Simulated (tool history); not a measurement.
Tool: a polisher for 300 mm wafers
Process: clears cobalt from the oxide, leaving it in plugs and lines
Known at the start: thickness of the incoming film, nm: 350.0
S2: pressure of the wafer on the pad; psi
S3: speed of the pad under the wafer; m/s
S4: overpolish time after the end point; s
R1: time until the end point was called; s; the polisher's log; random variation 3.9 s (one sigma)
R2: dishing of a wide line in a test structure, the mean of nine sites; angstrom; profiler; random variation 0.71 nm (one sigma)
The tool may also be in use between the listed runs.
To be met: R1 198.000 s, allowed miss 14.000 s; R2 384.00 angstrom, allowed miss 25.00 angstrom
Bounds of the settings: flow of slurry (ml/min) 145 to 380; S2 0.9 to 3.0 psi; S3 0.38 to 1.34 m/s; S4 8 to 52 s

run 1 hour=0.0 | flow_of_slurry_(ml/min)=245 S2=1.9 S3=0.86 S4=26 | R1=98.161 R2=418.13
run 2 hour=0.7 | flow_of_slurry_(ml/min)=245 S2=2.2 S3=0.86 S4=26 | R1=85.822 R2=444.45
run 3 hour=2.6 | flow_of_slurry_(ml/min)=245 S2=2.1 S3=0.84 S4=27 | R1=92.501 R2=437.53
run 4 hour=4.1 | flow_of_slurry_(ml/min)=245 S2=2.1 S3=0.84 S4=38 | R1=90.948 R2=483.59
run 5 hour=5.0 | flow_of_slurry_(ml/min)=275 S2=2.1 S3=0.84 S4=38 | R1=92.041 R2=496.00
run 6 hour=7.4 | flow_of_slurry_(ml/min)=275 S2=2.1 S3=0.84 S4=44 | R1=91.499 R2=514.17
run 7 hour=15.7 | flow_of_slurry_(ml/min)=275 S2=2.0 S3=0.82 S4=44 | R1=93.658 R2=501.08
run 8 hour=21.6 | flow_of_slurry_(ml/min)=280 S2=1.9 S3=0.78 S4=45 | R1=109.760 R2=511.92
run 9 hour=30.2 | flow_of_slurry_(ml/min)=280 S2=1.8 S3=0.78 S4=43 | R1=113.790 R2=477.02
run 10 hour=38.7 | flow_of_slurry_(ml/min)=275 S2=1.2 S3=0.64 S4=46 | R1=200.430 R2=419.19

Which of these 5 next moves meets every target?
run A hour=47.2 | flow_of_slurry_(ml/min)=295 S2=1.3 S3=0.56 S4=52 | R1=? R2=?
run B hour=47.2 | flow_of_slurry_(ml/min)=300 S2=1.3 S3=0.58 S4=51 | R1=? R2=?
run C hour=47.2 | flow_of_slurry_(ml/min)=305 S2=1.3 S3=0.62 S4=52 | R1=? R2=?
run D hour=47.2 | flow_of_slurry_(ml/min)=300 S2=1.4 S3=0.64 S4=38 | R1=? R2=?
run E hour=47.2 | flow_of_slurry_(ml/min)=240 S2=1.4 S3=0.58 S4=38 | R1=? R2=?

move=A R1=218.590 R2=419.15
move=B R1=211.090 R2=421.56
move=C R1=197.770 R2=435.42
move=D R1=178.930 R2=396.76
move=E R1=200.560 R2=375.85
A: as far off as the last run
B: further off than the last run
C: further off than the last run
D: brings the result that was furthest off to its target, and leaves another outside
E: meets every target
The right move is E.
